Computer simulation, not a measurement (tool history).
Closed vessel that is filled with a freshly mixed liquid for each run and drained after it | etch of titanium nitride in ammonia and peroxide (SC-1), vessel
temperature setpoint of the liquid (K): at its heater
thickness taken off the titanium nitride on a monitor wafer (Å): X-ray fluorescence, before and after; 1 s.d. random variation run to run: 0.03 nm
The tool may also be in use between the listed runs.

run,hour,temperature setpoint of the liquid (K),parts of water to one part of 30 % peroxide (parts by volume),parts of 29 % ammonia solution to one part of 30 % peroxide (parts by volume),time in the liquid (s),thickness taken off the titanium nitride on a monitor wafer (Å)
1,0.0,324.15,8.0,0.6,30,29.574
2,0.8,327.15,8.0,0.6,30,36.004
3,3.6,329.65,8.0,0.6,30,43.007
4,5.1,329.65,8.0,0.6,30,42.964
5,8.5,329.65,8.0,0.5,30,41.242
6,14.3,331.15,8.0,0.5,30,45.851
7,18.1,332.15,8.0,0.5,30,48.431

Run 8, settings as shown, results not yet in. Your forecast:
8,22.6,335.15,8.0,0.5,30,?

{"run 8": {"thickness taken off the titanium nitride on a monitor wafer (Å)": 59.216}}
